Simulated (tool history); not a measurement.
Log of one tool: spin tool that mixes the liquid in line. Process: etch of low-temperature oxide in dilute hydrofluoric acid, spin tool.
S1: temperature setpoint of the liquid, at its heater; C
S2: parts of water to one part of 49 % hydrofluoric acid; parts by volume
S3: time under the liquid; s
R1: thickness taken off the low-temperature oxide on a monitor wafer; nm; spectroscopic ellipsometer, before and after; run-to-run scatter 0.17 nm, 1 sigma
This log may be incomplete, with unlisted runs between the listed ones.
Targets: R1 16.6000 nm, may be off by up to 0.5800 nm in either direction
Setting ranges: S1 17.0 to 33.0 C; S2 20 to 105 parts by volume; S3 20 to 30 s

run 1 hour=0.0 | S1=25.0 S2=55 S3=30 | R1=6.7314
run 2 hour=5.9 | S1=25.0 S2=60 S3=30 | R1=6.0449
run 3 hour=6.4 | S1=27.5 S2=50 S3=30 | R1=8.1719
run 4 hour=12.1 | S1=25.0 S2=50 S3=30 | R1=7.4149
run 5 hour=12.9 | S1=25.0 S2=30 S3=30 | R1=12.5220
run 6 hour=14.6 | S1=27.0 S2=30 S3=30 | R1=13.7110
run 7 hour=18.8 | S1=27.0 S2=30 S3=30 | R1=13.8160
run 8 hour=19.7 | S1=28.0 S2=30 S3=30 | R1=14.3840
run 9 hour=23.4 | S1=29.0 S2=30 S3=30 | R1=14.8320
run 10 hour=28.3 | S1=30.0 S2=30 S3=30 | R1=15.5570
run 11 hour=31.6 | S1=30.5 S2=30 S3=30 | R1=15.8620

Exercise: of the 5 proposed moves below, exactly one satisfies all targets within the stated allowed misses. Which move is it?
run A hour=34.9 | S1=28.5 S2=20 S3=20 | R1=?
run B hour=34.9 | S1=31.5 S2=30 S3=30 | R1=?
run C hour=34.9 | S1=29.0 S2=30 S3=30 | R1=?
run D hour=34.9 | S1=33.0 S2=35 S3=30 | R1=?
run E hour=34.9 | S1=30.0 S2=30 S3=30 | R1=?

move=A R1=15.0680
move=B R1=16.7310
move=C R1=15.1410
move=D R1=15.0840
move=E R1=15.7610
A: moves away from the targets compared with the last run
B: all results land within tolerance of their targets
C: moves away from the targets compared with the last run
D: moves away from the targets compared with the last run
E: moves away from the targets compared with the last run
The move that meets every target is B.
